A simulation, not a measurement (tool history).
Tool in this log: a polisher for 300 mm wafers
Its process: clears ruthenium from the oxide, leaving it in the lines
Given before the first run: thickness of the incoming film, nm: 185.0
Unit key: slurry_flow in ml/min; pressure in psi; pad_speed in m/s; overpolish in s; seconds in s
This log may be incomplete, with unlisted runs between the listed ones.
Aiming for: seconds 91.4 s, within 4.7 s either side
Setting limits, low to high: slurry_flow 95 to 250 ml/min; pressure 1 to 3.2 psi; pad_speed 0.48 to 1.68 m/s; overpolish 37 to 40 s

run  hour  slurry_flow  pressure  pad_speed  overpolish  seconds
  1     0          160       2.1       1.08          37   137.12
  2   5.9          160       2.2       1.08          37   128.59
  3  12.6          160       2.2       1.08          37    129.4
  4  15.1          135       2.2       1.08          37   133.15
  5  22.7          135       2.3       1.08          37   129.98
  6  28.2          110       2.3       1.08          37   132.16
  7  35.6          110       2.4       1.08          37   129.56
  8  43.7          115       2.5       1.08          37   122.41
  9  50.3          120       2.6       1.08          37   116.51

Which single option among these 5 for the next run brings every result within its allowed miss of target? Just one does.
  A  56.9          120       2.5       1.06          37        ?
  B  56.9          205       3.1       1.08          40        ?
  C  56.9          135       2.5       0.88          37        ?
  D  56.9           95       2.8       0.94          38        ?
  E  56.9          105       3.1       1.34          40        ?

move  seconds
   A   126.59
   B    94.43
   C   148.34
   D   134.93
   E   85.427
A: misses by more than the last run did
B: every result lands within tolerance
C: misses by more than the last run did
D: misses by more than the last run did
E: the result that was furthest off in the last run now lies on the other side of its target
Answer: B

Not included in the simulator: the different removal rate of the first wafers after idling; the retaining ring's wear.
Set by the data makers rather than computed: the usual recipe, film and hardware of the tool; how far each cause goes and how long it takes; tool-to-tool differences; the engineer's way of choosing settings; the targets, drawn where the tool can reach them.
